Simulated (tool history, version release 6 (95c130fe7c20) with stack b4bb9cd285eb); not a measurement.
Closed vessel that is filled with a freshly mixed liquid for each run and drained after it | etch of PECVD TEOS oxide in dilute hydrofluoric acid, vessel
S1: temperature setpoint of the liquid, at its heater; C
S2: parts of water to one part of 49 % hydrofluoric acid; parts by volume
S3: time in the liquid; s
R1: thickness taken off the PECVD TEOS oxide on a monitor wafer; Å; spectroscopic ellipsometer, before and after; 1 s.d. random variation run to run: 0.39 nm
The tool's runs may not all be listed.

run,hour,S1,S2,S3,R1
1,0,25,105,485,505.21
2,5.6,24.5,105,485,493.79
3,12.8,27.5,105,485,555.61
4,20.7,27.5,80,485,751.26
5,29.7,27.5,80,485,763.86
6,33.7,27.5,115,485,496.85

Run 7 comes next. What will it give?
7,34.8,27,115,485,?

{"run 7": {"R1": 491.28}}
